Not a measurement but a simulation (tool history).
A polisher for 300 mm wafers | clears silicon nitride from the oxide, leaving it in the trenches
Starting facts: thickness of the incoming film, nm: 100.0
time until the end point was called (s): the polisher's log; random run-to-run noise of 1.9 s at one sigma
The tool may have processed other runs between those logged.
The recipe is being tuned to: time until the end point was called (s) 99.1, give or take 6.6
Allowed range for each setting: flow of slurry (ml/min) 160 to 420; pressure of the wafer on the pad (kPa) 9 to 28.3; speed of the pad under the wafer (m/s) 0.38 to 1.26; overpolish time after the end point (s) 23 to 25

run    day  flow of slurry (ml/min)  pressure of the wafer on the pad (kPa)  speed of the pad under the wafer (m/s)  overpolish time after the end point (s)  time until the end point was called (s)
  1      0                      270                                    18.6                                    0.82                                       23                                   127.53
  2  0.138                      270                                    15.2                                    0.82                                       23                                   164.21
  3  0.429                      270                                    17.2                                    0.84                                       23                                   136.39
  4  0.608                      270                                    13.8                                    0.84                                       23                                   172.81
  5  0.679                      270                                    15.9                                    0.86                                       23                                    148.8
  6  0.712                      220                                    15.9                                    0.86                                       23                                    148.4
  7  1.071                      220                                    17.2                                    0.88                                       23                                   135.42
  8  1.129                      220                                    17.2                                    0.88                                       23                                   135.57

4 next moves are on the table. One of them brings every result within its allowed miss. Which?
  A  1.188                      200                                    15.9                                    0.74                                       23                                        ?
  B  1.188                      240                                    21.4                                    0.96                                       23                                        ?
  C  1.188                      170                                    15.2                                    0.76                                       23                                        ?
  D  1.188                      250                                      20                                    1.16                                       25                                        ?

move  time until the end point was called (s)
   A                                   179.32
   B                                   101.65
   C                                    187.6
   D                                   89.715
A: misses by more than the last run did
B: all results in spec
C: misses by more than the last run did
D: takes the biggest miss from the last run beyond its target
Correct choice: B, which meets every target

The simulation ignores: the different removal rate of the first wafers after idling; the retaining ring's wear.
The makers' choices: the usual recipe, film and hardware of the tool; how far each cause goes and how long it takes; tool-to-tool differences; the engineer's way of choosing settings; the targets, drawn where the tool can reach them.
